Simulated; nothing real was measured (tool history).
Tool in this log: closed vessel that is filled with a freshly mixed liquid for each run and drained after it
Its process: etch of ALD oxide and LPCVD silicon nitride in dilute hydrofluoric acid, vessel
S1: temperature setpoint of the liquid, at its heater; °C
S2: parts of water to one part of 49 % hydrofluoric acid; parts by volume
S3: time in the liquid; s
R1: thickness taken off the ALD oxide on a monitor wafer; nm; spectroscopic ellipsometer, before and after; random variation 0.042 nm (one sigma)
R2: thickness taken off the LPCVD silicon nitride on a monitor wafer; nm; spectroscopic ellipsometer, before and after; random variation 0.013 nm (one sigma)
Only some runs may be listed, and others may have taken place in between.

| run | hour | S1 | S2 | S3 | R1 | R2 |
|---|---|---|---|---|---|---|
| 1 | 0 | 21 | 165 | 125 | 8.5004 | 0.25367 |
| 2 | 1.4 | 20.5 | 175 | 125 | 7.6249 | 0.21876 |
| 3 | 6.4 | 17.5 | 175 | 125 | 6.8712 | 0.19211 |
| 4 | 10.2 | 17.5 | 175 | 100 | 5.4261 | 0.15737 |
| 5 | 12.7 | 19.5 | 175 | 100 | 5.9924 | 0.19012 |
| 6 | 17.6 | 19.5 | 180 | 100 | 5.673 | 0.18395 |

What will run 7 give?
| 7 | 25.5 | 19.5 | 185 | 100 | ? | ? |

Run 7 yielded R1 5.5709 nm, R2 0.16676 nm.
